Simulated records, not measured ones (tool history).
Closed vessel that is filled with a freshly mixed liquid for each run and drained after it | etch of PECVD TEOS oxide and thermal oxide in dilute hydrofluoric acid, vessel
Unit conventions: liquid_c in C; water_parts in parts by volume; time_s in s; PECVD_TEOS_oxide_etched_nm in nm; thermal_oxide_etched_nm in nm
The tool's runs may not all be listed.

run,hour,liquid_c,water_parts,time_s,PECVD_TEOS_oxide_etched_nm,thermal_oxide_etched_nm
1,0.0,25.0,235,290,16.544,5.0824
2,1.5,23.0,235,290,15.348,4.7587
3,4.9,23.0,300,290,11.036,3.5225
4,9.8,24.5,290,290,12.264,3.8840
5,11.6,24.5,220,290,17.319,5.4361
6,12.7,25.0,220,290,17.618,5.5260

Forecast run 7:
7,17.7,25.5,220,290,?,?

PECVD_TEOS_oxide_etched_nm: 18.207 nm
thermal_oxide_etched_nm: 5.6639 nm
